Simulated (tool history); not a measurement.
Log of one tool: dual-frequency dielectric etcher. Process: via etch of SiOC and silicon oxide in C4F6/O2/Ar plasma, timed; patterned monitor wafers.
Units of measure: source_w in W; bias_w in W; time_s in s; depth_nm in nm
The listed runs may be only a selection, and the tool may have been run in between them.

{"run": 1, "day": 0.0, "source_w": 350, "bias_w": 222, "time_s": 118.0, "depth_nm": 135.8}
{"run": 2, "day": 0.062, "source_w": 350, "bias_w": 222, "time_s": 123.5, "depth_nm": 141.81}
{"run": 3, "day": 0.238, "source_w": 350, "bias_w": 222, "time_s": 118.0, "depth_nm": 134.78}
{"run": 4, "day": 0.283, "source_w": 330, "bias_w": 220, "time_s": 118.0, "depth_nm": 130.14}
{"run": 5, "day": 0.654, "source_w": 300, "bias_w": 220, "time_s": 118.0, "depth_nm": 123.17}
{"run": 6, "day": 0.821, "source_w": 340, "bias_w": 220, "time_s": 118.0, "depth_nm": 132.85}
{"run": 7, "day": 1.117, "source_w": 340, "bias_w": 220, "time_s": 118.0, "depth_nm": 132.38}
{"run": 8, "day": 1.158, "source_w": 330, "bias_w": 219, "time_s": 118.0, "depth_nm": 129.16}

Run 9 is up next; what results do you expect?
{"run": 9, "day": 1.279, "source_w": 320, "bias_w": 219, "time_s": 118.0, "depth_nm": "?"}

Logged for run 9: depth_nm 127.90 nm.
